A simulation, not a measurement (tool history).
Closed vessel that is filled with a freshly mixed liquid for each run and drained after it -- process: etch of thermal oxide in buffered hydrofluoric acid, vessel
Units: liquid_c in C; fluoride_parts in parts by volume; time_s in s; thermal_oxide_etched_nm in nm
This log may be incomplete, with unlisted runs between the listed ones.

run	hour	liquid_c	fluoride_parts	time_s	thermal_oxide_etched_nm
1	0.0	21.0	10.5	90	77.042
2	6.8	24.5	10.5	90	92.466
3	14.6	23.5	10.5	90	87.846
4	22.8	21.5	10.5	90	78.339
5	25.1	21.0	10.5	90	76.159
# hour 28.9: hydrofluoric acid flow meter replaced
6	28.9	21.0	10.5	90	79.623
7	37.7	20.5	10.5	90	78.377
8	40.2	20.0	10.5	90	76.309

What does the tool deliver on the next run?
9	47.6	20.0	10.5	90	?

{"run 9": {"thermal_oxide_etched_nm": 75.095}}
